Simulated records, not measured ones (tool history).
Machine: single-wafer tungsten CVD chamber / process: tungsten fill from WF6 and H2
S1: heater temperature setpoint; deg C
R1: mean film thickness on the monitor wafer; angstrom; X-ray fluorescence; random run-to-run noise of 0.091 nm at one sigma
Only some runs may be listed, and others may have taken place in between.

Run 1, hour 0.0: S1 375 deg C, chamber pressure (Pa) 4253, deposition time (s) 26.6. Result: R1 460.24 angstrom.
Run 2, hour 4.5: S1 374 deg C, chamber pressure (Pa) 4253, deposition time (s) 26.6. Result: R1 453.47 angstrom.
Run 3, hour 9.5: S1 373 deg C, chamber pressure (Pa) 4253, deposition time (s) 26.6. Result: R1 442.13 angstrom.
Run 4, hour 13.7: S1 372 deg C, chamber pressure (Pa) 4253, deposition time (s) 26.6. Result: R1 433.03 angstrom.
Run 5, hour 16.9: S1 372 deg C, chamber pressure (Pa) 4746, deposition time (s) 26.6. Result: R1 453.99 angstrom.
Run 6, hour 20.5: S1 371 deg C, chamber pressure (Pa) 4746, deposition time (s) 26.6. Result: R1 446.62 angstrom.

Run 7, settings as shown, results not yet in. Your forecast:
Run 7, hour 27.5: S1 370 deg C, chamber pressure (Pa) 4746, deposition time (s) 26.6. Result: R1 ?.

Run 7 came out at R1 437.31 angstrom.
